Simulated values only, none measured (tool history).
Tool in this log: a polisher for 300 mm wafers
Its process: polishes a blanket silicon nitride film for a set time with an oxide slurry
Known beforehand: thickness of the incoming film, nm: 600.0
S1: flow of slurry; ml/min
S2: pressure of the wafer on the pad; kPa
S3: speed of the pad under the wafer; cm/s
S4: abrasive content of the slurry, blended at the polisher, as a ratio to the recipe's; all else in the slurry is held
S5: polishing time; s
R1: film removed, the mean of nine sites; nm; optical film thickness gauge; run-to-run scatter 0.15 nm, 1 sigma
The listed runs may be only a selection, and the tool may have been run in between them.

run    day   S1    S2  S3  S4  S5      R1
  1      0  280  33.8  82   1  23  16.097
  2  0.088  280  33.8  82   1  21  14.767
  3  0.312  280  33.8  82   1  23  16.061
  4  0.488  285  35.2  82   1  23  16.825
  5  0.846  295  35.9  82   1  23  17.326
  6  0.946  295  35.9  72   1  23  15.298

For run 7, what comes out?
  7  1.2  300  37.9  72   1  23   ?

R1: 16.404 nm
